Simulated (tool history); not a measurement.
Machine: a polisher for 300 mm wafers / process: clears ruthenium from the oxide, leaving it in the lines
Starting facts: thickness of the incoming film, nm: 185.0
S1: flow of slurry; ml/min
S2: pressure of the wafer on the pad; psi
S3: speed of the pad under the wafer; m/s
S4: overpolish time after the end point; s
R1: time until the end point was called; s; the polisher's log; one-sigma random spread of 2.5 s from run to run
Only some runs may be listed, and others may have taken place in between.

run 1 hour=0.0 | S1=220 S2=2.3 S3=1.02 S4=14 | R1=148.00
run 2 hour=5.6 | S1=220 S2=2.2 S3=1.02 S4=14 | R1=153.29
run 3 hour=6.4 | S1=220 S2=2.1 S3=1.02 S4=14 | R1=158.02
run 4 hour=10.3 | S1=240 S2=2.1 S3=1.02 S4=14 | R1=158.88
run 5 hour=16.8 | S1=240 S2=2.0 S3=1.02 S4=14 | R1=163.35
run 6 hour=25.3 | S1=195 S2=2.0 S3=1.02 S4=14 | R1=168.63
run 7 hour=27.6 | S1=195 S2=1.9 S3=1.02 S4=14 | R1=175.20

What will run 8 give?
run 8 hour=35.2 | S1=195 S2=1.8 S3=1.02 S4=14 | R1=?

{"run 8": {"R1": 177.78}}
